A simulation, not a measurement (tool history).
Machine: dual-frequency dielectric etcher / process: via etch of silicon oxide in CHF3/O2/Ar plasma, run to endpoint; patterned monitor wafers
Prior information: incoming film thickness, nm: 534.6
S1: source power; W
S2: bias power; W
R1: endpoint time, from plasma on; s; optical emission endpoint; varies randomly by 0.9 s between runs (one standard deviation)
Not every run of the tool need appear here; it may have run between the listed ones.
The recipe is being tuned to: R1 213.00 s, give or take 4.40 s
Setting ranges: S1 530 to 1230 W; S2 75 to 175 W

run  hour    S1   S2      R1
  1   0.0   880  125  249.02
  2   8.3   880  112  259.80
  3  10.6   880  133  241.98
  4  18.6   920  134  236.40
  5  20.1   950  135  230.11
  6  21.3   970  135  228.65
     28.2  -- wet clean of the chamber
  7  28.2  1130  141  202.94
  8  33.8  1120  141  203.66
  9  36.9  1110  141  203.49
 10  38.4  1100  141  204.67

Pick the move, out of 4, that brings all results within their allowed miss; only one does.
  A  39.9  1150  124   ?
  B  39.9  1190  141   ?
  C  39.9  1090  148   ?
  D  39.9  1210  141   ?

move      R1
   A  212.03
   B  197.79
   C  202.02
   D  196.25
A: hits every target within its allowed miss
B: moves away from the targets compared with the last run
C: moves away from the targets compared with the last run
D: moves away from the targets compared with the last run
Correct choice: A, which meets every target

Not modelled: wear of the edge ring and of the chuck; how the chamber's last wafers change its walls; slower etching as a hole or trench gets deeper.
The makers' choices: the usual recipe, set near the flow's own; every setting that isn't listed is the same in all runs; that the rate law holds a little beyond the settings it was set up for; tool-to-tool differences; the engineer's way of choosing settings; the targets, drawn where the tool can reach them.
